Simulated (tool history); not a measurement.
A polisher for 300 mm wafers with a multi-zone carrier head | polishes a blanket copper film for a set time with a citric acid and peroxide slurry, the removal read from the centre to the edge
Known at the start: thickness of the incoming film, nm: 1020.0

| run | hour | flow of slurry (ml/min) | pressure of the head's centre zone | pressure of the head's middle zone | pressure of the head's edge zone | abrasive content of the slurry | polishing time (s) | film removed at the wafer's centre (nm) | film removed at mid-radius (nm) | film removed at the wafer's edge (nm) |
|---|---|---|---|---|---|---|---|---|---|---|
| 1 | 0 | 200 | 1 | 1 | 1 | 1 | 39 | 101.07 | 97.196 | 97.915 |
| 2 | 5.7 | 195 | 0.98 | 1 | 0.99 | 0.9 | 36 | 87.833 | 89.182 | 86.722 |
| 3 | 10.7 | 195 | 0.98 | 1 | 0.96 | 0.9 | 36 | 87.376 | 88.78 | 85.829 |
| 4 | 16 | 155 | 0.98 | 1 | 0.96 | 0.9 | 36 | 81.727 | 84.355 | 84.461 |
| 5 | 24.2 | 155 | 0.98 | 1 | 0.96 | 0.9 | 32 | 74.199 | 75.316 | 74.831 |
| 6 | 24.9 | 155 | 0.97 | 0.99 | 0.96 | 0.85 | 31 | 69.573 | 72.424 | 71.802 |
| 7 | 26.8 | 160 | 0.96 | 0.98 | 0.95 | 0.8 | 30 | 65.53 | 69.252 | 67.262 |
| 8 | 30.9 | 150 | 0.86 | 0.88 | 0.89 | 0.55 | 29 | 52.149 | 54.807 | 58.305 |
| 9 | 32.4 | 150 | 0.86 | 0.89 | 0.88 | 0.55 | 29 | 54.316 | 56.327 | 59.216 |
| 10 | 34.8 | 150 | 0.81 | 0.97 | 0.82 | 0.5 | 27 | 45.019 | 56.988 | 51.611 |

The next listed run, before its measurement:
| 11 | 40.3 | 155 | 0.82 | 0.97 | 0.83 | 0.5 | 27 | ? | ? | ? |

film removed at the wafer's centre (nm): 45.72
film removed at mid-radius (nm): 55.557
film removed at the wafer's edge (nm): 52.645
